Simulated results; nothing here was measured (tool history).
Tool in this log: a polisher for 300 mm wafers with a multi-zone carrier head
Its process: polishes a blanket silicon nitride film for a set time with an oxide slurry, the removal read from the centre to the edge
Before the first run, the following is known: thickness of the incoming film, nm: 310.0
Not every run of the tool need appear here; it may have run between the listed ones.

| run | hour | flow of slurry (ml/min) | pressure of the head's centre zone | pressure of the head's middle zone | pressure of the head's edge zone | abrasive content of the slurry | polishing time (s) | film removed at the wafer's centre (Å) | film removed at mid-radius (Å) | film removed at the wafer's edge (Å) |
|---|---|---|---|---|---|---|---|---|---|---|
| 1 | 0 | 160 | 1 | 1 | 1 | 1 | 38 | 244.18 | 241.78 | 231.92 |
| 2 | 1.6 | 160 | 1 | 1 | 1 | 1 | 34 | 218.02 | 216.02 | 207.65 |
| 3 | 8.4 | 165 | 0.98 | 1.02 | 1.06 | 1.15 | 36 | 238.86 | 255.74 | 247.04 |
| 4 | 9.2 | 165 | 0.98 | 1.02 | 1.06 | 1 | 36 | 226.37 | 240.93 | 224.89 |
| 5 | 16.1 | 165 | 0.98 | 1.02 | 1.06 | 1 | 41 | 257.12 | 269.16 | 263.31 |
| 6 | 17.8 | 175 | 0.99 | 1.04 | 1.1 | 1.1 | 41 | 277.35 | 291.71 | 278.02 |
| 7 | 24.8 | 180 | 0.98 | 1.04 | 1.12 | 1.2 | 41 | 288.71 | 300.4 | 290.04 |
| 8 | 28.9 | 175 | 0.97 | 1.05 | 1.14 | 1.3 | 41 | 288.27 | 316.01 | 304.29 |
| 9 | 34 | 175 | 0.97 | 1.05 | 1.14 | 1.3 | 41 | 291.7 | 312.32 | 303.42 |
| 10 | 37.6 | 185 | 0.95 | 1.05 | 1.16 | 1.35 | 41 | 292.23 | 321.24 | 310.28 |
| 11 | 41.7 | 180 | 0.95 | 1.05 | 1.17 | 1.4 | 42 | 300.56 | 337.18 | 322.69 |

For run 12, what comes out?
| 12 | 47 | 215 | 0.93 | 1.02 | 1.19 | 1.5 | 42 | ? | ? | ? |

{"run 12": {"film removed at the wafer's centre (Å)": 314.85, "film removed at mid-radius (Å)": 340.47, "film removed at the wafer's edge (Å)": 341.79}}
